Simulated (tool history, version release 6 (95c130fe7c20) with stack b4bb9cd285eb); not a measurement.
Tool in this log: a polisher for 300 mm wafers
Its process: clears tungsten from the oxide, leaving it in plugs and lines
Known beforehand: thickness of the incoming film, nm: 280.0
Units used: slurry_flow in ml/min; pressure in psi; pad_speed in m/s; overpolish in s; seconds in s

Run 1, day 0: slurry_flow 225 ml/min, pressure 2.3 psi, pad_speed 1.16 m/s, slurry_solids 1, overpolish 11 s. Result: seconds 68.499 s.
Run 2, day 0.317: slurry_flow 225 ml/min, pressure 2.8 psi, pad_speed 1.16 m/s, slurry_solids 1, overpolish 11 s. Result: seconds 56.726 s.
Run 3, day 0.533: slurry_flow 255 ml/min, pressure 2.8 psi, pad_speed 1.16 m/s, slurry_solids 1, overpolish 11 s. Result: seconds 56.462 s.
Run 4, day 0.817: slurry_flow 255 ml/min, pressure 2.8 psi, pad_speed 1.3 m/s, slurry_solids 1, overpolish 11 s. Result: seconds 47.943 s.
Run 5, day 1.146: slurry_flow 255 ml/min, pressure 2.5 psi, pad_speed 1.22 m/s, slurry_solids 1, overpolish 11 s. Result: seconds 57.694 s.
Run 6, day 1.321: slurry_flow 255 ml/min, pressure 2.5 psi, pad_speed 1.42 m/s, slurry_solids 1, overpolish 11 s. Result: seconds 50.215 s.
Run 7, day 1.604: slurry_flow 250 ml/min, pressure 2.3 psi, pad_speed 1.32 m/s, slurry_solids 1, overpolish 11 s. Result: seconds 58.917 s.
Run 8, day 1.775: slurry_flow 245 ml/min, pressure 2.1 psi, pad_speed 1.24 m/s, slurry_solids 1, overpolish 11 s. Result: seconds 69.383 s.

Forecast run 9:
Run 9, day 1.846: slurry_flow 245 ml/min, pressure 1.9 psi, pad_speed 1.18 m/s, slurry_solids 1, overpolish 11 s. Result: seconds ?.

For run 9 the tool returned seconds 80.208 s.
